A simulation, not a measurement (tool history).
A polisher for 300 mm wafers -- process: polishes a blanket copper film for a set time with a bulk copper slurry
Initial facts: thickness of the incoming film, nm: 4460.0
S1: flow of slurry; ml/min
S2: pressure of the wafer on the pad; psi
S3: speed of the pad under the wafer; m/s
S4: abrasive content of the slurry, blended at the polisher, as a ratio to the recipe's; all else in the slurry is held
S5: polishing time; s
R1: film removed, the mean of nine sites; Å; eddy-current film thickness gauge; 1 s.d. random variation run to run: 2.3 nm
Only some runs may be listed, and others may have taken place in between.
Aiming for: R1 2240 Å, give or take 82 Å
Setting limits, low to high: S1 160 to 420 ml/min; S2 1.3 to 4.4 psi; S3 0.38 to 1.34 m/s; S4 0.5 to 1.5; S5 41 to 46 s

Run 1, day 0: S1 270 ml/min, S2 2.8 psi, S3 0.86 m/s, S4 1, S5 46 s. Result: R1 3282.7 Å.
Run 2, day 0.067: S1 205 ml/min, S2 2.8 psi, S3 0.86 m/s, S4 1, S5 46 s. Result: R1 3193.7 Å.
Run 3, day 0.371: S1 205 ml/min, S2 2.8 psi, S3 0.86 m/s, S4 0.85, S5 46 s. Result: R1 3103.1 Å.
Run 4, day 0.458: S1 205 ml/min, S2 2.8 psi, S3 0.86 m/s, S4 1, S5 46 s. Result: R1 3303.9 Å.
Run 5, day 0.625: S1 205 ml/min, S2 2.8 psi, S3 0.86 m/s, S4 1, S5 46 s. Result: R1 3268.3 Å.
Run 6, day 0.988: S1 205 ml/min, S2 2.8 psi, S3 0.86 m/s, S4 0.8, S5 46 s. Result: R1 3063.4 Å.
Run 7, day 1.083: S1 205 ml/min, S2 2.5 psi, S3 0.86 m/s, S4 0.8, S5 46 s. Result: R1 2739.5 Å.
Run 8, day 1.375: S1 205 ml/min, S2 2.3 psi, S3 0.86 m/s, S4 0.8, S5 46 s. Result: R1 2524.2 Å.
Run 9, day 1.554: S1 205 ml/min, S2 2.2 psi, S3 0.86 m/s, S4 0.8, S5 46 s. Result: R1 2424.5 Å.

Next run, 5 choices. One meets every target within its allowed miss, the rest don't. Which?
Run A, day 1.733: S1 205 ml/min, S2 2.2 psi, S3 0.98 m/s, S4 0.8, S5 44 s. Result: R1 ?.
Run B, day 1.733: S1 160 ml/min, S2 1.9 psi, S3 0.96 m/s, S4 0.95, S5 44 s. Result: R1 ?.
Run C, day 1.733: S1 185 ml/min, S2 2.6 psi, S3 0.9 m/s, S4 0.95, S5 42 s. Result: R1 ?.
Run D, day 1.733: S1 330 ml/min, S2 3.2 psi, S3 0.54 m/s, S4 0.9, S5 45 s. Result: R1 ?.
Run E, day 1.733: S1 160 ml/min, S2 2.1 psi, S3 1.1 m/s, S4 0.6, S5 46 s. Result: R1 ?.

move      R1
   A  2563.1
   B  2270.9
   C  2837.8
   D    2817
   E  2493.6
A: its largest miss is bigger than the last run's
B: all results in spec
C: its largest miss is bigger than the last run's
D: its largest miss is bigger than the last run's
E: its largest miss is bigger than the last run's
Move B is the one to make.

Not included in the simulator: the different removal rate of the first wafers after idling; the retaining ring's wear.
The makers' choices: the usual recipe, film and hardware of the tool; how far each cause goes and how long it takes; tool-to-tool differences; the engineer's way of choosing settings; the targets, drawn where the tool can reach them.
